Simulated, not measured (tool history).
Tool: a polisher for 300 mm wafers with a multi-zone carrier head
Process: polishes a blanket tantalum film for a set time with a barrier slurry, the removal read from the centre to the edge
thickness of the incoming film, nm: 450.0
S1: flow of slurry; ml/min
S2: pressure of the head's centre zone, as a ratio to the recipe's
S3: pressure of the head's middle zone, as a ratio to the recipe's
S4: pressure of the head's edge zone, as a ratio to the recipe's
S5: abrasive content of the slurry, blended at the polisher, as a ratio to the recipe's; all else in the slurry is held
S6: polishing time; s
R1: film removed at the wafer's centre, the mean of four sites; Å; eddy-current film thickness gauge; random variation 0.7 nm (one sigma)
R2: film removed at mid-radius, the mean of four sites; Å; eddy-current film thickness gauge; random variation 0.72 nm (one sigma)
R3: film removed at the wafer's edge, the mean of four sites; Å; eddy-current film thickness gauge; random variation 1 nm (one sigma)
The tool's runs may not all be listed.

run,hour,S1,S2,S3,S4,S5,S6,R1,R2,R3
1,0.0,245,1.00,1.00,1.00,1.00,70,1560.9,1597.8,1512.5
2,6.0,275,1.00,1.00,1.00,1.00,70,1556.9,1594.7,1499.7
3,7.5,275,1.00,1.05,1.00,1.00,70,1585.6,1700.8,1524.7
4,9.6,275,1.00,1.05,1.00,0.90,70,1537.8,1617.1,1482.1
5,12.2,275,0.91,1.05,1.00,0.90,70,1382.9,1627.4,1440.6
6,13.2,275,0.91,1.05,1.00,1.00,70,1435.1,1667.6,1519.5
7,13.7,270,0.92,1.01,1.02,0.95,66,1356.4,1546.5,1395.3
8,19.5,250,0.92,0.98,1.00,0.90,62,1215.3,1356.3,1278.5
9,28.1,235,0.93,0.95,0.99,0.85,60,1170.4,1237.3,1238.0
10,28.6,245,0.93,0.94,0.97,0.80,57,1085.1,1149.1,1124.1

The next listed run, before its measurement:
# hour 35.3: edge zone pressure recalibrated
11,35.3,235,0.93,0.92,0.96,0.75,56,?,?,?

{"run 11": {"R1": 1037.9, "R2": 1078.1, "R3": 1101.2}}
